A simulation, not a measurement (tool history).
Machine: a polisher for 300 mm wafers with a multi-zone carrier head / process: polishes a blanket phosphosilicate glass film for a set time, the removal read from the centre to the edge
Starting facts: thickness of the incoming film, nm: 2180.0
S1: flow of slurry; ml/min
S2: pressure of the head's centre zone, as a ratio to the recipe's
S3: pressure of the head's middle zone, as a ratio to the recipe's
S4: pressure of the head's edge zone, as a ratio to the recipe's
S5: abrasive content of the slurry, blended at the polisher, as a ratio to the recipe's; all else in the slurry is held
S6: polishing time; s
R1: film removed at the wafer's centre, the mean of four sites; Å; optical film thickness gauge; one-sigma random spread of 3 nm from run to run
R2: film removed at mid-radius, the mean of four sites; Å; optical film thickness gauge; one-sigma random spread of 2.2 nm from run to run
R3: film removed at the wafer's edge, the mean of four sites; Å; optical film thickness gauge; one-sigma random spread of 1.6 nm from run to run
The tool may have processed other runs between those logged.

Run 1, hour 0: S1 300 ml/min, S2 1, S3 1, S4 1, S5 1, S6 49 s. Result: R1 5285.1 Å, R2 5383.5 Å, R3 5165.3 Å.
Run 2, hour 3.5: S1 300 ml/min, S2 1, S3 1.05, S4 1, S5 1, S6 49 s. Result: R1 5210.7 Å, R2 5582.8 Å, R3 5232.3 Å.
Run 3, hour 7.6: S1 300 ml/min, S2 1, S3 1.09, S4 1, S5 1, S6 49 s. Result: R1 5323 Å, R2 5854.2 Å, R3 5155.2 Å.
Run 4, hour 12.6: S1 295 ml/min, S2 0.97, S3 1.07, S4 0.98, S5 0.9, S6 44 s. Result: R1 4362.7 Å, R2 4772.9 Å, R3 4354 Å.
Run 5, hour 20.8: S1 295 ml/min, S2 0.97, S3 1.07, S4 0.98, S5 0.7, S6 44 s. Result: R1 3745.5 Å, R2 4142.1 Å, R3 3741.5 Å.
Run 6, hour 22.3: S1 295 ml/min, S2 0.97, S3 1.07, S4 0.98, S5 0.9, S6 44 s. Result: R1 4408.2 Å, R2 4894.4 Å, R3 4334.2 Å.
Run 7, hour 29.5: S1 295 ml/min, S2 0.97, S3 1.07, S4 0.98, S5 0.9, S6 44 s. Result: R1 4438.9 Å, R2 4840.5 Å, R3 4319.7 Å.
Run 8, hour 33.2: S1 290 ml/min, S2 0.94, S3 1.07, S4 0.99, S5 0.8, S6 40 s. Result: R1 3607.4 Å, R2 4123.4 Å, R3 3714.9 Å.
Run 9, hour 37.4: S1 285 ml/min, S2 0.92, S3 1.06, S4 0.98, S5 0.75, S6 38 s. Result: R1 3238.8 Å, R2 3687.1 Å, R3 3356.3 Å.
Run 10, hour 45.3: S1 280 ml/min, S2 0.9, S3 1.05, S4 0.97, S5 0.7, S6 37 s. Result: R1 2919.8 Å, R2 3433.6 Å, R3 3094.2 Å.
Run 11, hour 48.9: S1 270 ml/min, S2 0.88, S3 1.03, S4 0.94, S5 0.65, S6 37 s. Result: R1 2671.4 Å, R2 3212.1 Å, R3 2921.7 Å.
Run 12, hour 51.7: S1 270 ml/min, S2 0.88, S3 1.03, S4 0.94, S5 0.65, S6 37 s. Result: R1 2700.1 Å, R2 3211.8 Å, R3 2931.8 Å.
Run 13, hour 55.2: S1 255 ml/min, S2 0.82, S3 0.97, S4 0.84, S5 0.5, S6 28 s. Result: R1 1590.4 Å, R2 1874.1 Å, R3 1714.1 Å.
Run 14, hour 57.9: S1 260 ml/min, S2 0.83, S3 0.99, S4 0.88, S5 0.5, S6 27 s. Result: R1 1474.8 Å, R2 1814.9 Å, R3 1694.7 Å.
Run 15, hour 58.8: S1 280 ml/min, S2 0.91, S3 1.03, S4 0.89, S5 0.75, S6 28 s. Result: R1 2306.5 Å, R2 2712.6 Å, R3 2373.4 Å.

Run 16, settings as shown, results not yet in. Your forecast:
Run 16, hour 64.2: S1 280 ml/min, S2 0.9, S3 1.02, S4 0.89, S5 0.75, S6 28 s. Result: R1 ?, R2 ?, R3 ?.

{"run 16": {"R1": 2291.8, "R2": 2636, "R3": 2388.7}}

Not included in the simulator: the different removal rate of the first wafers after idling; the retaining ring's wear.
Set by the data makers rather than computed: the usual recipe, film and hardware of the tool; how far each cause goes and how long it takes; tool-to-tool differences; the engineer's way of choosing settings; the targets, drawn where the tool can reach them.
